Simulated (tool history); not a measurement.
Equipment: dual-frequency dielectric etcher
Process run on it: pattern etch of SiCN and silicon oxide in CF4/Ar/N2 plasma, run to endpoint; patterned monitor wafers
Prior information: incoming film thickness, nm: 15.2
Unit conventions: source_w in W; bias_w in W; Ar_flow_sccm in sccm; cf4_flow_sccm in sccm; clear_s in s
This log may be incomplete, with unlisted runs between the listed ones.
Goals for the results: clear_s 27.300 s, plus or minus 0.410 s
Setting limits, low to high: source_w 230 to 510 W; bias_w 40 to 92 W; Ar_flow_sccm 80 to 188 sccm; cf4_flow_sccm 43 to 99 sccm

{"run": 1, "hour": 0.0, "source_w": 370, "bias_w": 66, "Ar_flow_sccm": 134, "cf4_flow_sccm": 71, "clear_s": 24.294}
{"run": 2, "hour": 6.7, "source_w": 350, "bias_w": 66, "Ar_flow_sccm": 134, "cf4_flow_sccm": 71, "clear_s": 25.32}
{"run": 3, "hour": 10.7, "source_w": 340, "bias_w": 66, "Ar_flow_sccm": 134, "cf4_flow_sccm": 71, "clear_s": 25.777}
{"run": 4, "hour": 17.6, "source_w": 340, "bias_w": 66, "Ar_flow_sccm": 134, "cf4_flow_sccm": 81, "clear_s": 25.075}
{"run": 5, "hour": 20.9, "source_w": 330, "bias_w": 66, "Ar_flow_sccm": 134, "cf4_flow_sccm": 81, "clear_s": 25.538}
{"run": 6, "hour": 28.4, "source_w": 330, "bias_w": 74, "Ar_flow_sccm": 134, "cf4_flow_sccm": 81, "clear_s": 24.743}
{"run": 7, "hour": 30.0, "source_w": 320, "bias_w": 74, "Ar_flow_sccm": 134, "cf4_flow_sccm": 81, "clear_s": 24.873}
{"run": 8, "hour": 30.8, "source_w": 270, "bias_w": 73, "Ar_flow_sccm": 134, "cf4_flow_sccm": 81, "clear_s": 27.819}

Exactly one of the 4 candidate moves below puts every result within its allowed miss. Which one?
{"run": "A", "hour": 31.6, "source_w": 270, "bias_w": 81, "Ar_flow_sccm": 142, "cf4_flow_sccm": 79, "clear_s": "?"}
{"run": "B", "hour": 31.6, "source_w": 280, "bias_w": 79, "Ar_flow_sccm": 156, "cf4_flow_sccm": 64, "clear_s": "?"}
{"run": "C", "hour": 31.6, "source_w": 310, "bias_w": 64, "Ar_flow_sccm": 115, "cf4_flow_sccm": 82, "clear_s": "?"}
{"run": "D", "hour": 31.6, "source_w": 300, "bias_w": 68, "Ar_flow_sccm": 114, "cf4_flow_sccm": 84, "clear_s": "?"}

move=A clear_s=27.210
move=B clear_s=28.154
move=C clear_s=26.278
move=D clear_s=26.163
A: hits every target within its allowed miss
B: its largest miss is bigger than the last run's
C: moves the result that the last run missed by most past its target, out the other side
D: moves the result that the last run missed by most past its target, out the other side
A meets every target.
